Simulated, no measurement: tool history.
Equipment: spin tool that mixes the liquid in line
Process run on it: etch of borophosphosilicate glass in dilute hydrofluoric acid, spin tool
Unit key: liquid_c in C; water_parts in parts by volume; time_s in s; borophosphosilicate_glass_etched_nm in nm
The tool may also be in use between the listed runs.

run  hour  liquid_c  water_parts  time_s  borophosphosilicate_glass_etched_nm
  1     0        20          105     130                               30.765
  2   7.7        20          125     130                               25.485
  3  15.9        20          125     130                               25.566
  4  23.9      19.5          125     130                               24.974
  5  25.7        19          125     130                               24.531
  6  28.9        19          125     140                                26.28

What will run 7 give?
  7  32.7      18.5          125     140                                    ?

Run 7 came out at borophosphosilicate_glass_etched_nm 25.87 nm.
